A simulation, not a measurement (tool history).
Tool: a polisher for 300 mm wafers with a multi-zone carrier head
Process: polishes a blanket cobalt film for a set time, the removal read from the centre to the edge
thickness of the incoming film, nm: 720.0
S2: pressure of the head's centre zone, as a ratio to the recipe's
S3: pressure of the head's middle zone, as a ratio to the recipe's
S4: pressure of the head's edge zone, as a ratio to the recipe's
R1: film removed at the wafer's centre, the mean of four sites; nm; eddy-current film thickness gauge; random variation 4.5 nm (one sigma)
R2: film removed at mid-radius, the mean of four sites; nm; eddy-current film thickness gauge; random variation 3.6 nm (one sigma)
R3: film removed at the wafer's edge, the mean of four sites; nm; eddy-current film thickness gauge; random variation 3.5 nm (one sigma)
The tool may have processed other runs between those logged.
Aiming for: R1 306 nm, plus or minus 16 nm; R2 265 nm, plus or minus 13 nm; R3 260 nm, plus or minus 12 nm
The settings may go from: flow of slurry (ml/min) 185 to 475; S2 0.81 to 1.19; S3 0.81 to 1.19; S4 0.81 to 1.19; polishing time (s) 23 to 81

Run 1, hour 0: flow of slurry (ml/min) 305, S2 1, S3 1, S4 1, polishing time (s) 52. Result: R1 197.37 nm, R2 202.61 nm, R3 190.5 nm.
Run 2, hour 4.2: flow of slurry (ml/min) 310, S2 1.04, S3 1, S4 1.02, polishing time (s) 56. Result: R1 222.47 nm, R2 214.57 nm, R3 206.45 nm.
Run 3, hour 10.8: flow of slurry (ml/min) 310, S2 1, S3 1, S4 1.02, polishing time (s) 56. Result: R1 214.7 nm, R2 214.17 nm, R3 207.55 nm.
Run 4, hour 17.9: flow of slurry (ml/min) 310, S2 1, S3 0.92, S4 1.02, polishing time (s) 56. Result: R1 213.89 nm, R2 195.03 nm, R3 206.03 nm.
Run 5, hour 24.7: flow of slurry (ml/min) 315, S2 1.03, S3 0.94, S4 1.03, polishing time (s) 59. Result: R1 229.68 nm, R2 210.99 nm, R3 215.5 nm.
Run 6, hour 29.4: flow of slurry (ml/min) 285, S2 1.03, S3 0.94, S4 1.03, polishing time (s) 59. Result: R1 227.6 nm, R2 212.44 nm, R3 216.31 nm.
Run 7, hour 35.9: flow of slurry (ml/min) 295, S2 1.06, S3 0.95, S4 1.04, polishing time (s) 62. Result: R1 243.18 nm, R2 224.82 nm, R3 231.24 nm.
Run 8, hour 43.2: flow of slurry (ml/min) 310, S2 1.09, S3 0.96, S4 1.03, polishing time (s) 64. Result: R1 266.84 nm, R2 233.59 nm, R3 235.27 nm.
Run 9, hour 48.4: flow of slurry (ml/min) 310, S2 1.09, S3 0.96, S4 1.03, polishing time (s) 64. Result: R1 263.56 nm, R2 237.65 nm, R3 240.79 nm.

Exercise: of the 5 proposed moves below, exactly one satisfies all targets within the stated allowed misses. Which move is it?
Run A, hour 53.6: flow of slurry (ml/min) 280, S2 1.13, S3 0.97, S4 0.98, polishing time (s) 72. Result: R1 ?, R2 ?, R3 ?.
Run B, hour 53.6: flow of slurry (ml/min) 285, S2 1.14, S3 0.87, S4 1.02, polishing time (s) 66. Result: R1 ?, R2 ?, R3 ?.
Run C, hour 53.6: flow of slurry (ml/min) 335, S2 1.19, S3 1.04, S4 0.86, polishing time (s) 65. Result: R1 ?, R2 ?, R3 ?.
Run D, hour 53.6: flow of slurry (ml/min) 320, S2 1.11, S3 0.86, S4 1.08, polishing time (s) 64. Result: R1 ?, R2 ?, R3 ?.
Run E, hour 53.6: flow of slurry (ml/min) 250, S2 0.84, S3 0.95, S4 1.16, polishing time (s) 67. Result: R1 ?, R2 ?, R3 ?.

move      R1      R2      R3
   A  309.35  263.57   256.2
   B  286.37  220.99  240.03
   C  299.04  255.99  219.91
   D  273.12  214.27  241.18
   E  211.13  238.93  257.43
A: hits every target within its allowed miss
B: moves away from the targets compared with the last run
C: brings the last run's worst result on target, with another outside its allowed miss
D: moves away from the targets compared with the last run
E: moves away from the targets compared with the last run
So the answer is move A, the one that meets all the targets.
